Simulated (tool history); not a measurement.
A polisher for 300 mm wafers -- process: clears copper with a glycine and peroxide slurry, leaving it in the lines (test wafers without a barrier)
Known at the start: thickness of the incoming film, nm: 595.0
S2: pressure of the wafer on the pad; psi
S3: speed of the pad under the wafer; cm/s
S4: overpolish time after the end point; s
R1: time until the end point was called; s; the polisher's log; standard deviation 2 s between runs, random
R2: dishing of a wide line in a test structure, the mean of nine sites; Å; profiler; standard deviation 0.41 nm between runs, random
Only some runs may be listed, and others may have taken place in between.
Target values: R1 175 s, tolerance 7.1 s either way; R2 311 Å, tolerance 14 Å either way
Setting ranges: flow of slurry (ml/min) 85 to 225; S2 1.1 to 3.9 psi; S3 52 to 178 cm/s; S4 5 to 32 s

run 1 hour=0 | flow_of_slurry_(ml/min)=145 S2=2.5 S3=114 S4=16 | R1=90.538 R2=504.48
run 2 hour=7.1 | flow_of_slurry_(ml/min)=145 S2=2.5 S3=114 S4=20 | R1=89.563 R2=534.39
run 3 hour=11.5 | flow_of_slurry_(ml/min)=145 S2=2.2 S3=110 S4=18 | R1=104.52 R2=477.26
run 4 hour=12.6 | flow_of_slurry_(ml/min)=145 S2=1.6 S3=110 S4=18 | R1=130.53 R2=415.76
run 5 hour=20.6 | flow_of_slurry_(ml/min)=145 S2=1.6 S3=84 S4=18 | R1=159.09 R2=379.5
run 6 hour=21.4 | flow_of_slurry_(ml/min)=145 S2=1.6 S3=84 S4=17 | R1=157.14 R2=351.51
run 7 hour=23.4 | flow_of_slurry_(ml/min)=140 S2=1.5 S3=84 S4=16 | R1=167.01 R2=322.71
run 8 hour=25 | flow_of_slurry_(ml/min)=135 S2=1.5 S3=84 S4=16 | R1=169.29 R2=327.71
run 9 hour=31.6 | flow_of_slurry_(ml/min)=130 S2=1.5 S3=84 S4=16 | R1=166.94 R2=330.53

Which one of the following 4 next-run settings gets every result inside its allowed miss? There is exactly one.
run A hour=38.2 | flow_of_slurry_(ml/min)=120 S2=1.1 S3=100 S4=19 | R1=? R2=?
run B hour=38.2 | flow_of_slurry_(ml/min)=135 S2=1.3 S3=92 S4=16 | R1=? R2=?
run C hour=38.2 | flow_of_slurry_(ml/min)=145 S2=1.5 S3=94 S4=14 | R1=? R2=?
run D hour=38.2 | flow_of_slurry_(ml/min)=125 S2=1.5 S3=90 S4=17 | R1=? R2=?

move=A R1=187.23 R2=337.59
move=B R1=172.83 R2=321.57
move=C R1=152.25 R2=321.72
move=D R1=161.68 R2=353.74
A: further off than the last run
B: every result within its allowed miss
C: gets the furthest-off result to its target, but another result is out of tolerance
D: further off than the last run
The move that meets every target is B.

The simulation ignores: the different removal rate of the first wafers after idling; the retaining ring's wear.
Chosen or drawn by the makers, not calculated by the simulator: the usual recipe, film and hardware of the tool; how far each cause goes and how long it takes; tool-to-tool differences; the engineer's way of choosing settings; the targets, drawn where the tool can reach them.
